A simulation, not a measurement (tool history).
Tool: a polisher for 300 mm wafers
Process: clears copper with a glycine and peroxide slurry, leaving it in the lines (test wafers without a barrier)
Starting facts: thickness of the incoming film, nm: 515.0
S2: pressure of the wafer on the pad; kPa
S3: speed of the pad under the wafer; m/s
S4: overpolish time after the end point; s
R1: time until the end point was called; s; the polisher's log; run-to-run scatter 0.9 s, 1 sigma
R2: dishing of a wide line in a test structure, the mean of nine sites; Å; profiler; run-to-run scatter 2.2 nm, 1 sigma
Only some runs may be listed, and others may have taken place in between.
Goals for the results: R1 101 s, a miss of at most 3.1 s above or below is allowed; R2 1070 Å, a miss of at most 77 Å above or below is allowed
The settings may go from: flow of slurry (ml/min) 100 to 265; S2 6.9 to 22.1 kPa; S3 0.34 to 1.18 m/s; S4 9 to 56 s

{"run": 1, "hour": 0.0, "flow of slurry (ml/min)": 170, "S2": 14.5, "S3": 0.76, "S4": 29, "R1": 116.24, "R2": 748.86}
{"run": 2, "hour": 8.7, "flow of slurry (ml/min)": 170, "S2": 14.5, "S3": 0.86, "S4": 29, "R1": 106.2, "R2": 784.23}
{"run": 3, "hour": 14.7, "flow of slurry (ml/min)": 175, "S2": 14.5, "S3": 0.86, "S4": 31, "R1": 104.42, "R2": 836.47}
{"run": 4, "hour": 23.2, "flow of slurry (ml/min)": 175, "S2": 14.5, "S3": 0.86, "S4": 33, "R1": 104.14, "R2": 842.07}
{"run": 5, "hour": 26.0, "flow of slurry (ml/min)": 175, "S2": 14.5, "S3": 0.86, "S4": 36, "R1": 104.87, "R2": 924.76}
{"run": 6, "hour": 28.3, "flow of slurry (ml/min)": 175, "S2": 14.5, "S3": 0.7, "S4": 36, "R1": 122.28, "R2": 856.1}
{"run": 7, "hour": 35.4, "flow of slurry (ml/min)": 180, "S2": 15.2, "S3": 0.7, "S4": 37, "R1": 120.1, "R2": 878.15}
{"run": 8, "hour": 41.9, "flow of slurry (ml/min)": 180, "S2": 15.9, "S3": 0.7, "S4": 38, "R1": 116.89, "R2": 935.21}
{"run": 9, "hour": 42.6, "flow of slurry (ml/min)": 185, "S2": 16.5, "S3": 0.7, "S4": 38, "R1": 110.88, "R2": 932.81}
{"run": 10, "hour": 43.1, "flow of slurry (ml/min)": 190, "S2": 16.5, "S3": 0.7, "S4": 39, "R1": 110.58, "R2": 986.75}

5 candidate next runs follow, results not yet known. Just one meets every target within its allowed miss. Identify it.
{"run": "A", "hour": 43.6, "flow of slurry (ml/min)": 235, "S2": 14.5, "S3": 0.62, "S4": 49, "R1": "?", "R2": "?"}
{"run": "B", "hour": 43.6, "flow of slurry (ml/min)": 190, "S2": 17.2, "S3": 0.76, "S4": 42, "R1": "?", "R2": "?"}
{"run": "C", "hour": 43.6, "flow of slurry (ml/min)": 195, "S2": 17.2, "S3": 0.64, "S4": 39, "R1": "?", "R2": "?"}
{"run": "D", "hour": 43.6, "flow of slurry (ml/min)": 205, "S2": 17.2, "S3": 0.7, "S4": 36, "R1": "?", "R2": "?"}
{"run": "E", "hour": 43.6, "flow of slurry (ml/min)": 170, "S2": 16.5, "S3": 0.9, "S4": 32, "R1": "?", "R2": "?"}

move=A R1=129.17 R2=995.03
move=B R1=101.4 R2=1045.9
move=C R1=114.85 R2=923.57
move=D R1=106.83 R2=912.9
move=E R1=93.14 R2=909.09
A: further off than the last run
B: all results in spec
C: further off than the last run
D: moves toward the targets from the last run without getting all of them in spec
E: moves the result that the last run missed by most past its target, out the other side
B is the move that brings every result within its allowed miss.
